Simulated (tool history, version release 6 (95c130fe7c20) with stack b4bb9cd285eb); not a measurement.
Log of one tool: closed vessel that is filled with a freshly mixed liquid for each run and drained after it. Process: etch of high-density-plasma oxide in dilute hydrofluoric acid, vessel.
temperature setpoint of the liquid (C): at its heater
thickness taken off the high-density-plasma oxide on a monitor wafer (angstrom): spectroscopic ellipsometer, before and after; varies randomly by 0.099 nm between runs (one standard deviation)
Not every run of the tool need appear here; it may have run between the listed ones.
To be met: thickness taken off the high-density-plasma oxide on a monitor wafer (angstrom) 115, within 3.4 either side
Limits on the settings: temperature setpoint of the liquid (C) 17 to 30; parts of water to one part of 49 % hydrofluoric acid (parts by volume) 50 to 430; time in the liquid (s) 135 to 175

run,hour,temperature setpoint of the liquid (C),parts of water to one part of 49 % hydrofluoric acid (parts by volume),time in the liquid (s),thickness taken off the high-density-plasma oxide on a monitor wafer (angstrom)
1,0,22,240,175,36.61
2,8.2,22,205,175,44.772
3,12.9,24.5,165,175,63.37
4,20.2,26,145,175,77.468
5,28.4,27,135,175,87.833
6,33,27,135,135,67.684
7,34.6,28,110,135,89.899
8,37.8,28.5,100,135,102.25
9,39.2,29,100,135,104.41
10,44.5,29.5,100,135,105.42

4 next moves are on the table. One of them brings every result within its allowed miss. Which?
A,49.8,28.5,105,135,?
B,49.8,29,120,155,?
C,49.8,30,105,165,?
D,49.8,29,115,175,?

move,thickness taken off the high-density-plasma oxide on a monitor wafer (angstrom)
A,96.709
B,97.018
C,125.06
D,115.07
A: moves away from the targets compared with the last run
B: moves away from the targets compared with the last run
C: carries the result that was furthest off beyond its target, to the other side
D: in spec on every target
So the answer is move D, the one that meets all the targets.
